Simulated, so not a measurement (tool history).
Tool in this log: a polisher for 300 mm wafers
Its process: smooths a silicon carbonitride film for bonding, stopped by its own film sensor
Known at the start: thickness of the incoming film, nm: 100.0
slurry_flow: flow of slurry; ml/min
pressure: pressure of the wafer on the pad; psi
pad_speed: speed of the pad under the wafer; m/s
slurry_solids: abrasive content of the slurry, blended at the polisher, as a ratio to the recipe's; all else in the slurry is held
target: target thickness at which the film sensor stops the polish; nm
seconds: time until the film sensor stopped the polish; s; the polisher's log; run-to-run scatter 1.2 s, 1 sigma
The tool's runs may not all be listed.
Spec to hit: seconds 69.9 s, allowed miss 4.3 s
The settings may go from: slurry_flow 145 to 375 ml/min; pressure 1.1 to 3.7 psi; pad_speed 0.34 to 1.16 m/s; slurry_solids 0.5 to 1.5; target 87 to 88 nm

| run | hour | slurry_flow | pressure | pad_speed | slurry_solids | target | seconds |
|---|---|---|---|---|---|---|---|
| 1 | 0 | 240 | 2.4 | 0.74 | 1 | 87 | 44.917 |
| 2 | 3.2 | 240 | 2.4 | 0.66 | 1 | 87 | 47.521 |
| 3 | 9.7 | 240 | 2.4 | 0.58 | 1 | 87 | 50.627 |
| 4 | 12 | 240 | 2.4 | 0.58 | 1 | 88 | 46.58 |
| 5 | 20.8 | 240 | 2.4 | 0.58 | 1 | 88 | 47.336 |
| 6 | 28.6 | 240 | 2.4 | 0.58 | 1 | 88 | 47.359 |
| 7 | 35.8 | 240 | 2.2 | 0.56 | 1 | 88 | 53.387 |
| 8 | 36.9 | 240 | 2.1 | 0.56 | 1 | 88 | 53.892 |
| 9 | 38.9 | 240 | 1.5 | 0.5 | 1 | 88 | 77.239 |

4 next moves are on the table. One of them brings every result within its allowed miss. Which?
| A | 40.9 | 235 | 1.2 | 0.6 | 0.95 | 88 | ? |
| B | 40.9 | 215 | 1.4 | 0.48 | 1.05 | 87 | ? |
| C | 40.9 | 310 | 1.5 | 0.56 | 1.15 | 88 | ? |
| D | 40.9 | 280 | 1.2 | 0.58 | 0.95 | 87 | ? |

| move | seconds |
|---|---|
| A | 87.605 |
| B | 89.845 |
| C | 68.578 |
| D | 95.41 |
A: lands further from the targets than the last run did
B: lands further from the targets than the last run did
C: in spec on every target
D: lands further from the targets than the last run did
The right move is C.
